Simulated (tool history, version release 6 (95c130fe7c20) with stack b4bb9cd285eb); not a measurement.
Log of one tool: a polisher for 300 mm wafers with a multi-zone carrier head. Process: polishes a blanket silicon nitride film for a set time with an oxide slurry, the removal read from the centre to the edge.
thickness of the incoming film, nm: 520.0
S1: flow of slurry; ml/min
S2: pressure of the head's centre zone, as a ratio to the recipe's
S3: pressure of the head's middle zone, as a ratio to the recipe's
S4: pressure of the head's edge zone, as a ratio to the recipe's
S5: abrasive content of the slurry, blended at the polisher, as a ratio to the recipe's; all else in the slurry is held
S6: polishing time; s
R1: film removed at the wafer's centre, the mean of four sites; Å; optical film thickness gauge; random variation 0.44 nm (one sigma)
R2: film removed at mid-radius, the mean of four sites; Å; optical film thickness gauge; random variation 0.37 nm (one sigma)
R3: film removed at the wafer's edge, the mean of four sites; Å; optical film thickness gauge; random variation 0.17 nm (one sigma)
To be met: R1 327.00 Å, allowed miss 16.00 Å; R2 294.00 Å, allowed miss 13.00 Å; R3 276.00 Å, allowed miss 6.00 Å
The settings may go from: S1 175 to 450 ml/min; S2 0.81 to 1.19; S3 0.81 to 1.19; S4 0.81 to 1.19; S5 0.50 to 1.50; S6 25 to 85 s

run,hour,S1,S2,S3,S4,S5,S6,R1,R2,R3
1,0.0,290,1.00,1.00,1.00,1.00,55,436.29,450.62,421.45
2,7.3,290,1.01,0.98,0.97,0.90,53,413.51,414.94,383.00
3,14.4,285,1.01,0.95,0.95,0.80,52,391.10,376.79,353.11
4,21.8,285,1.06,0.95,0.95,0.80,52,398.64,370.35,359.21
5,28.1,285,1.06,0.95,0.95,0.80,46,361.61,323.59,313.81
6,36.5,280,1.05,0.94,0.93,0.75,46,345.70,316.58,301.54
7,38.1,270,1.05,0.93,0.91,0.75,46,350.62,316.63,300.97
8,41.0,270,1.04,0.92,0.90,0.70,46,330.21,300.35,290.71
9,49.1,270,1.04,0.92,0.88,0.70,46,327.81,306.04,285.97
10,56.0,270,1.05,0.91,0.87,0.70,46,333.07,296.92,287.13
11,61.6,270,1.05,0.91,0.86,0.70,46,327.74,304.59,286.05

5 next moves are on the table. One of them brings every result within its allowed miss. Which?
A,67.2,250,1.04,0.89,0.81,0.80,44,?,?,?
B,67.2,275,1.00,0.91,0.81,0.75,48,?,?,?
C,67.2,250,1.08,1.00,0.81,0.65,47,?,?,?
D,67.2,310,0.86,0.97,0.81,0.85,44,?,?,?
E,67.2,250,1.09,0.95,0.84,0.70,44,?,?,?

move,R1,R2,R3
A,328.77,293.03,278.65
B,339.70,319.65,298.15
C,333.02,310.78,271.19
D,286.50,328.44,291.11
E,325.22,289.64,266.71
A: meets every target
B: further off than the last run
C: brings the result that was furthest off to its target, and leaves another outside
D: further off than the last run
E: takes the result that was furthest off past its target
The right move is A.

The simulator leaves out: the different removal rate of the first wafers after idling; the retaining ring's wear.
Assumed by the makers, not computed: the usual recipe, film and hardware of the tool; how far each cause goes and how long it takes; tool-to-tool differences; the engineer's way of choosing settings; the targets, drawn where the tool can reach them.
